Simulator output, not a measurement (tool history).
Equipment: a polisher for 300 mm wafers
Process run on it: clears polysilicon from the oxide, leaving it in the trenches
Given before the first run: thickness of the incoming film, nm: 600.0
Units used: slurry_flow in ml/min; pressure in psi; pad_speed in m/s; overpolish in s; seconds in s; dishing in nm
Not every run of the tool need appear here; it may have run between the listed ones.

run	hour	slurry_flow	pressure	pad_speed	overpolish	seconds	dishing
1	0.0	320	1.8	1.28	20	42.960	54.639
2	3.2	320	1.8	1.40	20	39.157	53.806
3	6.7	280	1.5	1.44	16	45.208	54.609
4	11.3	345	1.5	1.30	13	49.806	52.057
5	16.4	345	1.5	1.30	6	50.090	40.437
6	23.8	345	1.7	1.08	6	52.838	38.699
7	29.8	345	1.8	0.94	6	56.910	37.667

Expected results for the next run?
8	33.4	350	1.9	0.84	6	?	?

Run 8 came out at seconds 60.117 s, dishing 36.577 nm.

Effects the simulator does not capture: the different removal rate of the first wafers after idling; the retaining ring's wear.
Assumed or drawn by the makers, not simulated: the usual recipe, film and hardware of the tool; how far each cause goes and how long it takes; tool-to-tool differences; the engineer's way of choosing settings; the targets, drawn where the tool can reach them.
